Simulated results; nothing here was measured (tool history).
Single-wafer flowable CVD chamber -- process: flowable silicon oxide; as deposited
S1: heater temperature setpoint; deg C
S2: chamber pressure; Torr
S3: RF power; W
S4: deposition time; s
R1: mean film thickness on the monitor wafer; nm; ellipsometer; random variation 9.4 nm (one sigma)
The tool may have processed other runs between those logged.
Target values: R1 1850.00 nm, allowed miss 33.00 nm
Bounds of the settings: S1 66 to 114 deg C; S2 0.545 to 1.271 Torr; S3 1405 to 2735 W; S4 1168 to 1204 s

run  hour   S1     S2    S3    S4       R1
  1   0.0   90  0.908  2070  1168  1251.30
  2   3.7  100  0.908  2070  1168   932.88
  3   8.9  100  1.042  2070  1168  1062.60
  4  17.7   98  1.042  2070  1168  1113.70
  5  18.6   98  0.930  2070  1168   998.23
  6  21.0   89  0.930  2070  1168  1305.20
  7  29.4   88  0.930  2070  1168  1337.50
  8  35.6   87  0.930  2070  1168  1375.80

Which one of the following 5 next-run settings gets every result inside its allowed miss? There is exactly one.
  A  41.8   84  0.982  2195  1189   ?
  B  41.8   75  0.882  2285  1204   ?
  C  41.8   96  0.938  2100  1168   ?
  D  41.8  100  0.998  1675  1204   ?
  E  41.8   84  0.931  1885  1188   ?

move       R1
   A  1617.60
   B  1859.50
   C  1079.20
   D   995.63
   E  1485.10
A: gains on the last run, yet a result remains outside its allowed miss
B: all results land within tolerance of their targets
C: lands further from the targets than the last run did
D: lands further from the targets than the last run did
E: gains on the last run, yet a result remains outside its allowed miss
So the answer is move B, the one that meets all the targets.
